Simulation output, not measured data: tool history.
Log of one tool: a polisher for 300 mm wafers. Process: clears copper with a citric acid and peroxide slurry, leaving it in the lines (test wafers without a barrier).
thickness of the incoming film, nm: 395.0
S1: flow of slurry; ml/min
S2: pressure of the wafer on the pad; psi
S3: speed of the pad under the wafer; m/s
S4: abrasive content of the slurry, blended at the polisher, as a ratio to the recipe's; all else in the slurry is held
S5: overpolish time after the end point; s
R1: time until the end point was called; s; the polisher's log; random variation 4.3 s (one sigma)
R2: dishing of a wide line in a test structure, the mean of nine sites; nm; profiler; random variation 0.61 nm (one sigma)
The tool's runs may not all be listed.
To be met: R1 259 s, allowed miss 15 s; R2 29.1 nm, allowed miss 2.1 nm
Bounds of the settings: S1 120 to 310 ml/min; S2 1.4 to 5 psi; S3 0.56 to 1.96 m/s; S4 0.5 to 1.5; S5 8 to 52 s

run  hour   S1   S2    S3   S4  S5      R1      R2
  1     0  200  3.2  1.26    1  26   140.3  31.726
  2     5  200  2.7  1.22    1  30  168.01  29.807
  3  13.9  200  2.7  1.22  0.9  30   167.2  30.205
  4  19.5  200  2.3   1.2  0.9  34  194.99  28.775
  5  25.6  200  2.7   1.2  0.9  34  171.73  31.955
  6  34.3  200  2.7   1.2  0.7  34  177.17  32.252
  7    36  200  2.4  1.18  0.7  37  203.37  30.419
  8  38.9  200  2.2  1.16  0.7  39  214.84  29.775
  9  47.8  200  2.1  1.14  0.7  41  225.55  29.983
 10  48.9  200    2  1.14  0.7  42  243.74  29.809

5 next moves are on the table. One of them brings every result within its allowed miss. Which?
  A    50  220  1.9   1.1  0.5  46   ?   ?
  B    50  195  2.4  1.08  0.6  37   ?   ?
  C    50  205    2  1.24  0.5  42   ?   ?
  D    50  120  2.6  0.98  1.1  48   ?   ?
  E    50  225  2.5  0.96  0.8  39   ?   ?

move      R1      R2
   A  269.97   28.57
   B  224.81  28.361
   C  239.42  29.102
   D  222.37  33.032
   E  221.71  29.558
A: meets every target
B: further off than the last run
C: further off than the last run
D: further off than the last run
E: further off than the last run
Move A is the one to make.
